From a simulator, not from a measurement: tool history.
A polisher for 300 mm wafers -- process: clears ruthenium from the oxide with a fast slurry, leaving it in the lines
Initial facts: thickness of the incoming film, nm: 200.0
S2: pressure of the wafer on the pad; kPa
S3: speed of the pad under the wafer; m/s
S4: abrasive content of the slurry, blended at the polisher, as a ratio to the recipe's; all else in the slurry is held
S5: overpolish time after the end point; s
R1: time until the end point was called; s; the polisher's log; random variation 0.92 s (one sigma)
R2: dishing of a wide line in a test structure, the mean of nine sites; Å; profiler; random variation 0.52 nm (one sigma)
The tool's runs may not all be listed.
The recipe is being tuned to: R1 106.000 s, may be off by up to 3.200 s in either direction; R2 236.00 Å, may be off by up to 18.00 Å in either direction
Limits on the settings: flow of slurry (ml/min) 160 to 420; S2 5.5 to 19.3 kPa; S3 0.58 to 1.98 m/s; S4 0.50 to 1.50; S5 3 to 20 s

run 1 hour=0.0 | flow_of_slurry_(ml/min)=270 S2=12.4 S3=1.28 S4=1.00 S5=10 | R1=58.097 R2=290.89
run 2 hour=4.5 | flow_of_slurry_(ml/min)=305 S2=12.4 S3=1.28 S4=1.00 S5=10 | R1=57.040 R2=305.52
run 3 hour=11.6 | flow_of_slurry_(ml/min)=305 S2=11.0 S3=1.28 S4=1.00 S5=10 | R1=65.475 R2=273.34
run 4 hour=16.4 | flow_of_slurry_(ml/min)=305 S2=10.3 S3=1.28 S4=1.00 S5=10 | R1=68.528 R2=268.48
-- hour=20.6 worn pad replaced by a new one
run 5 hour=20.6 | flow_of_slurry_(ml/min)=305 S2=12.4 S3=1.28 S4=1.00 S5=10 | R1=54.009 R2=324.46
run 6 hour=22.3 | flow_of_slurry_(ml/min)=305 S2=12.4 S3=1.02 S4=1.00 S5=10 | R1=66.973 R2=259.31
run 7 hour=28.1 | flow_of_slurry_(ml/min)=290 S2=9.0 S3=1.00 S4=1.00 S5=14 | R1=92.770 R2=264.48
run 8 hour=29.6 | flow_of_slurry_(ml/min)=285 S2=9.0 S3=1.00 S4=1.00 S5=14 | R1=92.551 R2=259.82
run 9 hour=33.5 | flow_of_slurry_(ml/min)=280 S2=6.9 S3=1.00 S4=1.00 S5=14 | R1=120.140 R2=216.12
run 10 hour=35.3 | flow_of_slurry_(ml/min)=320 S2=8.3 S3=1.00 S4=1.00 S5=14 | R1=100.060 R2=252.59
run 11 hour=37.0 | flow_of_slurry_(ml/min)=310 S2=8.3 S3=1.00 S4=1.00 S5=14 | R1=99.994 R2=250.13
run 12 hour=45.3 | flow_of_slurry_(ml/min)=305 S2=8.3 S3=1.00 S4=1.00 S5=14 | R1=100.350 R2=252.66
run 13 hour=50.0 | flow_of_slurry_(ml/min)=300 S2=8.3 S3=1.00 S4=1.00 S5=14 | R1=100.370 R2=247.42

Below are 5 possible settings for the next run. Only one of them brings all results inside the allowed miss of their targets. Which is it?
run A hour=54.7 | flow_of_slurry_(ml/min)=380 S2=8.3 S3=0.98 S4=1.10 S5=13 | R1=? R2=?
run B hour=54.7 | flow_of_slurry_(ml/min)=315 S2=8.3 S3=0.96 S4=0.95 S5=14 | R1=? R2=?
run C hour=54.7 | flow_of_slurry_(ml/min)=280 S2=9.0 S3=1.00 S4=0.95 S5=13 | R1=? R2=?
run D hour=54.7 | flow_of_slurry_(ml/min)=280 S2=8.3 S3=1.12 S4=0.95 S5=14 | R1=? R2=?
run E hour=54.7 | flow_of_slurry_(ml/min)=325 S2=9.0 S3=0.98 S4=1.00 S5=13 | R1=? R2=?

move=A R1=93.395 R2=248.94
move=B R1=104.630 R2=240.04
move=C R1=94.313 R2=246.71
move=D R1=91.463 R2=271.63
move=E R1=92.098 R2=252.17
A: further off than the last run
B: meets every target
C: further off than the last run
D: further off than the last run
E: further off than the last run
Correct choice: B, which meets every target
